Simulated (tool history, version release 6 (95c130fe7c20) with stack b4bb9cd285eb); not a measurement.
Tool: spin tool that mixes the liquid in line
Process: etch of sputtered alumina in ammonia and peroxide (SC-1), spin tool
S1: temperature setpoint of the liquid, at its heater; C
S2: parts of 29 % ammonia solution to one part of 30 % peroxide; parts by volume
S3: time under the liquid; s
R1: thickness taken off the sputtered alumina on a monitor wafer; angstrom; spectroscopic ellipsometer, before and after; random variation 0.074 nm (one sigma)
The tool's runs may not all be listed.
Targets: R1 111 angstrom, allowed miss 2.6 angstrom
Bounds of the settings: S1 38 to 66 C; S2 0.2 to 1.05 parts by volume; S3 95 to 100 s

run  hour    S1    S2  S3      R1
  1     0    50  0.55  95  85.725
  2   7.8  45.5  0.55  95  66.688
  3  10.8  52.5  0.55  95  99.397
  4  17.3    53  0.55  95  99.369
  5  21.8    50  0.55  95  86.358
  6  29.9    51  0.55  95  90.675
  7  35.2    52  0.55  95  94.989
  8  44.1    52  0.55  95  95.366
  9  46.4  52.5  0.55  95  98.104
 10  48.4    53  0.55  95  101.87
 11  56.4  53.5  0.55  95   104.4

Which of these 4 next moves meets every target?
  A  64.4  51.5   0.6   95   ?
  B  64.4    53   0.8  100   ?
  C  64.4    52  0.65   95   ?
  D  64.4    53  0.65   95   ?

move      R1
   A   93.96
   B  110.24
   C  97.282
   D  102.68
A: further off than the last run
B: meets every target
C: further off than the last run
D: further off than the last run
The right move is B.
